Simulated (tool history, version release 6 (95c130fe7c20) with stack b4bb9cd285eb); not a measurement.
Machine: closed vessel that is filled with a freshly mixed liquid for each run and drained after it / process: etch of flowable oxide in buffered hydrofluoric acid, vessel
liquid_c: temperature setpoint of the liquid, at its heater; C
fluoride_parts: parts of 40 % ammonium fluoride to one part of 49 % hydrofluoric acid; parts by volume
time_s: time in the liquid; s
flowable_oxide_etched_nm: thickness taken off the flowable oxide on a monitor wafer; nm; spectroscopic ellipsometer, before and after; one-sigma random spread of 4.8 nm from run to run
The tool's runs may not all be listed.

| run | hour | liquid_c | fluoride_parts | time_s | flowable_oxide_etched_nm |
|---|---|---|---|---|---|
| 1 | 0.0 | 24.0 | 17.0 | 100 | 251.27 |
| 2 | 3.3 | 24.0 | 13.5 | 100 | 312.45 |
| 3 | 4.9 | 25.0 | 13.0 | 100 | 343.96 |
| 4 | 6.8 | 26.0 | 13.0 | 100 | 359.99 |
| 5 | 8.5 | 26.5 | 13.0 | 100 | 368.30 |
| 6 | 14.4 | 26.5 | 16.0 | 100 | 302.81 |
| 7 | 16.5 | 27.0 | 15.5 | 100 | 319.92 |
| 8 | 18.1 | 27.5 | 15.0 | 100 | 341.19 |

Run 9 is up next; what results do you expect?
| 9 | 18.9 | 28.0 | 14.5 | 100 | ? |

flowable_oxide_etched_nm: 362.04 nm
